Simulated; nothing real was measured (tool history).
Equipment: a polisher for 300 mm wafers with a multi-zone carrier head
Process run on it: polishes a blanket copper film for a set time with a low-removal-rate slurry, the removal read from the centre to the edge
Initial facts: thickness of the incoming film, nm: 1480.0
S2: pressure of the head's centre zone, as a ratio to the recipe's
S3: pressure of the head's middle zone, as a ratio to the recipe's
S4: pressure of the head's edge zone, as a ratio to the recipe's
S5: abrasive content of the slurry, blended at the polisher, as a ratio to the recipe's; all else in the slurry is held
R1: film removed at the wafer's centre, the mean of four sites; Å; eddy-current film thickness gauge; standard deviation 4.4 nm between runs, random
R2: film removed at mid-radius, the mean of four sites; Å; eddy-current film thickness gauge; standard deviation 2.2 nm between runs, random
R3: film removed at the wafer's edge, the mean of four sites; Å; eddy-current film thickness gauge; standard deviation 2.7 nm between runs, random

run 1 day=0.000 | flow_of_slurry_(ml/min)=215 S2=1.00 S3=1.00 S4=1.00 S5=1.00 polishing_time_(s)=56 | R1=2255.0 R2=2194.3 R3=2131.7
run 2 day=0.196 | flow_of_slurry_(ml/min)=230 S2=1.04 S3=1.01 S4=1.02 S5=1.10 polishing_time_(s)=57 | R1=2483.3 R2=2337.7 R3=2278.4
run 3 day=0.442 | flow_of_slurry_(ml/min)=245 S2=1.08 S3=1.02 S4=1.03 S5=1.15 polishing_time_(s)=57 | R1=2598.7 R2=2358.2 R3=2330.2
run 4 day=0.604 | flow_of_slurry_(ml/min)=210 S2=1.08 S3=1.02 S4=1.03 S5=1.15 polishing_time_(s)=57 | R1=2569.4 R2=2312.2 R3=2271.0
run 5 day=0.846 | flow_of_slurry_(ml/min)=210 S2=1.08 S3=1.02 S4=1.10 S5=1.15 polishing_time_(s)=57 | R1=2523.2 R2=2304.9 R3=2356.1
run 6 day=1.146 | flow_of_slurry_(ml/min)=210 S2=1.03 S3=1.02 S4=1.10 S5=1.15 polishing_time_(s)=57 | R1=2378.8 R2=2334.9 R3=2339.7
run 7 day=1.304 | flow_of_slurry_(ml/min)=225 S2=1.07 S3=1.03 S4=1.09 S5=1.25 polishing_time_(s)=58 | R1=2541.6 R2=2469.4 R3=2447.5
run 8 day=1.646 | flow_of_slurry_(ml/min)=230 S2=1.10 S3=1.03 S4=1.07 S5=1.25 polishing_time_(s)=59 | R1=2777.8 R2=2469.3 R3=2488.7
run 9 day=1.717 | flow_of_slurry_(ml/min)=240 S2=1.12 S3=1.05 S4=1.07 S5=1.30 polishing_time_(s)=59 | R1=2825.8 R2=2563.4 R3=2480.3
run 10 day=1.754 | flow_of_slurry_(ml/min)=245 S2=1.14 S3=1.05 S4=1.07 S5=1.35 polishing_time_(s)=60 | R1=2941.6 R2=2651.9 R3=2540.3
run 11 day=2.117 | flow_of_slurry_(ml/min)=250 S2=1.15 S3=1.04 S4=1.06 S5=1.40 polishing_time_(s)=61 | R1=3036.3 R2=2694.2 R3=2554.5
run 12 day=2.183 | flow_of_slurry_(ml/min)=250 S2=1.15 S3=1.04 S4=1.06 S5=1.40 polishing_time_(s)=61 | R1=2990.2 R2=2711.7 R3=2608.8
run 13 day=2.475 | flow_of_slurry_(ml/min)=255 S2=1.16 S3=1.04 S4=1.06 S5=1.35 polishing_time_(s)=62 | R1=3089.6 R2=2681.8 R3=2614.1
run 14 day=2.529 | flow_of_slurry_(ml/min)=255 S2=1.17 S3=1.04 S4=1.05 S5=1.35 polishing_time_(s)=63 | R1=3144.7 R2=2735.6 R3=2686.7
run 15 day=2.729 | flow_of_slurry_(ml/min)=255 S2=1.17 S3=1.04 S4=1.05 S5=1.35 polishing_time_(s)=63 | R1=3212.7 R2=2779.0 R3=2695.0
run 16 day=3.012 | flow_of_slurry_(ml/min)=255 S2=1.17 S3=1.04 S4=1.04 S5=1.35 polishing_time_(s)=63 | R1=3168.6 R2=2760.3 R3=2631.6

The next listed run, before its measurement:
run 17 day=3.212 | flow_of_slurry_(ml/min)=260 S2=1.17 S3=1.03 S4=1.03 S5=1.35 polishing_time_(s)=63 | R1=? R2=? R3=?

Logged for run 17: R1 3202.5 Å, R2 2755.5 Å, R3 2640.4 Å.

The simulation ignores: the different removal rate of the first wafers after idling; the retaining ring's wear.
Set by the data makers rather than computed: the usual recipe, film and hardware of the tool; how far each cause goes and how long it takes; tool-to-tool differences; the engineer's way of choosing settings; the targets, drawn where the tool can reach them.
